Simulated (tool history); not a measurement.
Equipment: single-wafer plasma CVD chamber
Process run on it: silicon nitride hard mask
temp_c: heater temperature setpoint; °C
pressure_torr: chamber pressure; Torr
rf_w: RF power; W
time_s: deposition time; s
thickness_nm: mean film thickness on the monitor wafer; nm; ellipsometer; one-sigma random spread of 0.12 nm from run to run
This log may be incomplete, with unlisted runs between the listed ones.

{"run": 1, "hour": 0.0, "temp_c": 390, "pressure_torr": 1.93, "rf_w": 255, "time_s": 30.5, "thickness_nm": 33.204}
{"run": 2, "hour": 2.2, "temp_c": 390, "pressure_torr": 1.93, "rf_w": 255, "time_s": 28.9, "thickness_nm": 31.523}
{"run": 3, "hour": 8.6, "temp_c": 390, "pressure_torr": 1.97, "rf_w": 260, "time_s": 29.0, "thickness_nm": 32.125}
{"run": 4, "hour": 13.7, "temp_c": 381, "pressure_torr": 1.97, "rf_w": 260, "time_s": 29.0, "thickness_nm": 32.315}
{"run": 5, "hour": 15.2, "temp_c": 381, "pressure_torr": 1.97, "rf_w": 260, "time_s": 28.9, "thickness_nm": 32.097}
{"run": 6, "hour": 19.9, "temp_c": 381, "pressure_torr": 2.0, "rf_w": 265, "time_s": 29.0, "thickness_nm": 32.887}
{"run": 7, "hour": 21.5, "temp_c": 381, "pressure_torr": 2.03, "rf_w": 270, "time_s": 29.1, "thickness_nm": 33.575}
{"run": 8, "hour": 22.1, "temp_c": 381, "pressure_torr": 2.06, "rf_w": 275, "time_s": 29.2, "thickness_nm": 34.167}
{"run": 9, "hour": 25.9, "temp_c": 381, "pressure_torr": 2.09, "rf_w": 280, "time_s": 29.3, "thickness_nm": 34.951}
{"run": 10, "hour": 30.3, "temp_c": 381, "pressure_torr": 2.12, "rf_w": 285, "time_s": 29.4, "thickness_nm": 35.587}
{"run": 11, "hour": 36.9, "temp_c": 381, "pressure_torr": 2.12, "rf_w": 285, "time_s": 29.4, "thickness_nm": 35.611}
{"run": 12, "hour": 39.5, "temp_c": 381, "pressure_torr": 2.15, "rf_w": 290, "time_s": 29.5, "thickness_nm": 36.422}
{"run": 13, "hour": 47.1, "temp_c": 381, "pressure_torr": 2.18, "rf_w": 295, "time_s": 29.5, "thickness_nm": 36.712}
{"run": 14, "hour": 50.3, "temp_c": 381, "pressure_torr": 2.2, "rf_w": 300, "time_s": 29.6, "thickness_nm": 37.484}
{"run": 15, "hour": 57.5, "temp_c": 381, "pressure_torr": 2.22, "rf_w": 300, "time_s": 29.6, "thickness_nm": 37.626}
{"run": 16, "hour": 60.3, "temp_c": 381, "pressure_torr": 2.24, "rf_w": 300, "time_s": 29.6, "thickness_nm": 37.838}
{"run": 17, "hour": 67.8, "temp_c": 381, "pressure_torr": 2.26, "rf_w": 300, "time_s": 29.6, "thickness_nm": 37.859}
{"run": 18, "hour": 75.3, "temp_c": 381, "pressure_torr": 2.28, "rf_w": 300, "time_s": 29.6, "thickness_nm": 37.877}
{"run": 19, "hour": 76.3, "temp_c": 381, "pressure_torr": 2.29, "rf_w": 300, "time_s": 29.6, "thickness_nm": 37.909}
{"run": 20, "hour": 78.6, "temp_c": 381, "pressure_torr": 2.3, "rf_w": 300, "time_s": 29.6, "thickness_nm": 37.98}

Predict the results of run 21:
{"run": 21, "hour": 82.2, "temp_c": 381, "pressure_torr": 2.31, "rf_w": 300, "time_s": 29.6, "thickness_nm": "?"}

thickness_nm: 38.108 nm
